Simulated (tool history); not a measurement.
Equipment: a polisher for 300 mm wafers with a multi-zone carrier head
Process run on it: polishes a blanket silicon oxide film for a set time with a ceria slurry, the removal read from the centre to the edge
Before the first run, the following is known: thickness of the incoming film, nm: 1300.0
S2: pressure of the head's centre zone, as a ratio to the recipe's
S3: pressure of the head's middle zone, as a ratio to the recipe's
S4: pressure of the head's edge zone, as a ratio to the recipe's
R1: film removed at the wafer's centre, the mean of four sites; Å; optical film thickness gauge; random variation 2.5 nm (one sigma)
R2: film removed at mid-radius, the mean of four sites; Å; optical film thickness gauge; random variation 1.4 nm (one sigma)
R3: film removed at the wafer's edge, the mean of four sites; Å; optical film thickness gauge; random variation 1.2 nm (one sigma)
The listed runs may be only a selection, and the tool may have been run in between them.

run 1 hour=0.0 | flow_of_slurry_(ml/min)=305 S2=1.00 S3=1.00 S4=1.00 polishing_time_(s)=57 | R1=3223.8 R2=3232.3 R3=3344.2
run 2 hour=2.5 | flow_of_slurry_(ml/min)=305 S2=1.00 S3=0.95 S4=1.00 polishing_time_(s)=57 | R1=3262.5 R2=3094.3 R3=3348.0
run 3 hour=3.1 | flow_of_slurry_(ml/min)=305 S2=0.99 S3=0.96 S4=0.97 polishing_time_(s)=52 | R1=2985.6 R2=2847.8 R3=2992.8
run 4 hour=7.0 | flow_of_slurry_(ml/min)=305 S2=0.99 S3=0.89 S4=0.97 polishing_time_(s)=52 | R1=2911.8 R2=2700.0 R3=2956.3
run 5 hour=12.8 | flow_of_slurry_(ml/min)=370 S2=0.99 S3=0.89 S4=0.97 polishing_time_(s)=52 | R1=3076.5 R2=2744.6 R3=2996.3
run 6 hour=14.1 | flow_of_slurry_(ml/min)=370 S2=1.04 S3=0.89 S4=0.97 polishing_time_(s)=52 | R1=3150.0 R2=2726.7 R3=3039.9
run 7 hour=22.1 | flow_of_slurry_(ml/min)=345 S2=1.00 S3=0.90 S4=0.95 polishing_time_(s)=49 | R1=2799.1 R2=2597.4 R3=2833.0

The next listed run, before its measurement:
run 8 hour=23.5 | flow_of_slurry_(ml/min)=315 S2=0.93 S3=0.99 S4=0.85 polishing_time_(s)=33 | R1=? R2=? R3=?

{"run 8": {"R1": 1788.4, "R2": 1861.9, "R3": 1786.3}}

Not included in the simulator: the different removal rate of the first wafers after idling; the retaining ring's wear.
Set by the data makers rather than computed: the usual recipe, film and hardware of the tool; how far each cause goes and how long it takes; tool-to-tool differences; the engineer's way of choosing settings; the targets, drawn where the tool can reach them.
